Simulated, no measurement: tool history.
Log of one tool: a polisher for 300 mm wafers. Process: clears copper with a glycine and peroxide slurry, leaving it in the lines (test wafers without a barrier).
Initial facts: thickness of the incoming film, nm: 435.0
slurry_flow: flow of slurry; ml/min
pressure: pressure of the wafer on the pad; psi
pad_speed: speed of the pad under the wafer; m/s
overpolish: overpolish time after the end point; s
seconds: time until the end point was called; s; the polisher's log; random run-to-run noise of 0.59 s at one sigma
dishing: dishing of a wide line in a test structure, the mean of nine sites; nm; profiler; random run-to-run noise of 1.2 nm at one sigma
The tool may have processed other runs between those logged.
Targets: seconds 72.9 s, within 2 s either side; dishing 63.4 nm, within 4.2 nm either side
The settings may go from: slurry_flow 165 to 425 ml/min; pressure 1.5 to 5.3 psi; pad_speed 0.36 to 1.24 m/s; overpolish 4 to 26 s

| run | day | slurry_flow | pressure | pad_speed | overpolish | seconds | dishing |
|---|---|---|---|---|---|---|---|
| 1 | 0 | 275 | 3.4 | 0.8 | 13 | 84.736 | 44.077 |
| 2 | 0.242 | 275 | 3 | 0.8 | 13 | 91.558 | 39.83 |
| 3 | 0.458 | 275 | 3 | 0.8 | 11 | 91.86 | 34.589 |
| 4 | 0.708 | 275 | 3 | 0.8 | 15 | 91.996 | 46.781 |
| 5 | 0.862 | 320 | 3 | 0.8 | 15 | 89.287 | 45.959 |
| 6 | 0.962 | 320 | 3 | 0.8 | 20 | 89.801 | 58.084 |
| 7 | 1.025 | 335 | 3.3 | 0.8 | 19 | 85.4 | 58.544 |
| 8 | 1.092 | 335 | 3.6 | 0.8 | 19 | 78.766 | 63.553 |
| 9 | 1.362 | 340 | 3.7 | 0.8 | 19 | 77.149 | 64.362 |

Which single option among these 4 for the next run brings every result within its allowed miss of target? Just one does.
| A | 1.633 | 340 | 3.9 | 0.82 | 18 | ? | ? |
| B | 1.633 | 290 | 4.3 | 0.84 | 14 | ? | ? |
| C | 1.633 | 330 | 3.8 | 0.86 | 15 | ? | ? |
| D | 1.633 | 340 | 3.6 | 0.92 | 15 | ? | ? |

| move | seconds | dishing |
|---|---|---|
| A | 74.307 | 65.156 |
| B | 68.926 | 56.691 |
| C | 74.079 | 56.408 |
| D | 74.281 | 56.164 |
A: each result inside its tolerance
B: moves the result that the last run missed by most past its target, out the other side
C: gets the furthest-off result to its target, but another result is out of tolerance
D: gets the furthest-off result to its target, but another result is out of tolerance
So the answer is move A, the one that meets all the targets.

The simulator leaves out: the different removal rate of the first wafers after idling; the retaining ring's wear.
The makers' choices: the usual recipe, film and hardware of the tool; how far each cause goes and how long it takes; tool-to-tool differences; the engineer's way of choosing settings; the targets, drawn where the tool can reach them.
